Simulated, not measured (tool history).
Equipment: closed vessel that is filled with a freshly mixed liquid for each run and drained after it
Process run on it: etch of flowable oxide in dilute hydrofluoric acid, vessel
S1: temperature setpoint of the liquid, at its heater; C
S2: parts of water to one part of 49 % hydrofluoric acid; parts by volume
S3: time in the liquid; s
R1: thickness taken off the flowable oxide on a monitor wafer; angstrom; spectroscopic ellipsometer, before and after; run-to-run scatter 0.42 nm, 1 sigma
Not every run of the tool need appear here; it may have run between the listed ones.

run,hour,S1,S2,S3,R1
1,0.0,22.0,170,105,221.02
2,7.4,22.0,170,105,215.31
3,16.0,20.0,170,105,203.77
4,18.0,23.5,170,105,228.67
5,22.7,23.5,170,105,232.31
6,27.7,25.0,155,105,278.02
7,33.2,26.0,145,105,308.84
8,39.7,27.0,140,105,331.64
9,42.6,27.0,140,105,336.98
10,45.8,27.5,135,105,353.33
11,48.7,28.0,130,105,377.19
12,54.1,28.5,125,105,394.06
13,55.6,30.0,110,105,503.53

Predict the results of run 14:
14,63.7,29.5,110,105,?

R1: 476.61 angstrom

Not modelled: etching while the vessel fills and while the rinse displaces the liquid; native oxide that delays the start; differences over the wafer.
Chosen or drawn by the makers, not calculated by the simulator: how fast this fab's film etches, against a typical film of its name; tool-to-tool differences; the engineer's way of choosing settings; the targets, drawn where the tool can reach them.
